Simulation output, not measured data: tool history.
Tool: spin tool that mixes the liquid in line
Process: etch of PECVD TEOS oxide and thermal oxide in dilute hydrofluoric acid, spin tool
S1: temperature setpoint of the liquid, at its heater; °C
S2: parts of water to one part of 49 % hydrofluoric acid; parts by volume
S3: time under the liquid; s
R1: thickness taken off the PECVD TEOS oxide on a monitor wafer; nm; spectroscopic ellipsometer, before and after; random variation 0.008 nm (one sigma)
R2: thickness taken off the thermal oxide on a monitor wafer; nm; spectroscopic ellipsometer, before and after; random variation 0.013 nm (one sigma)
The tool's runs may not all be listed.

| run | hour | S1 | S2 | S3 | R1 | R2 |
|---|---|---|---|---|---|---|
| 1 | 0 | 25 | 230 | 95 | 4.5594 | 1.808 |
| 2 | 5.2 | 23 | 230 | 95 | 4.2459 | 1.7141 |
| 3 | 8.7 | 22 | 265 | 95 | 3.4405 | 1.3461 |
| 4 | 13.3 | 21 | 290 | 95 | 2.9545 | 1.1698 |
| 5 | 20.2 | 24.5 | 290 | 95 | 3.3137 | 1.3476 |
| 6 | 26.9 | 24.5 | 220 | 95 | 4.7525 | 1.945 |
| 7 | 34.1 | 23 | 260 | 95 | 3.6367 | 1.4823 |
| 8 | 42 | 21.5 | 285 | 95 | 3.0949 | 1.2638 |
| 9 | 43.6 | 20.5 | 310 | 95 | 2.664 | 1.0773 |

Forecast run 10:
| 10 | 46.7 | 19.5 | 330 | 95 | ? | ? |

{"run 10": {"R1": 2.3812, "R2": 0.94606}}

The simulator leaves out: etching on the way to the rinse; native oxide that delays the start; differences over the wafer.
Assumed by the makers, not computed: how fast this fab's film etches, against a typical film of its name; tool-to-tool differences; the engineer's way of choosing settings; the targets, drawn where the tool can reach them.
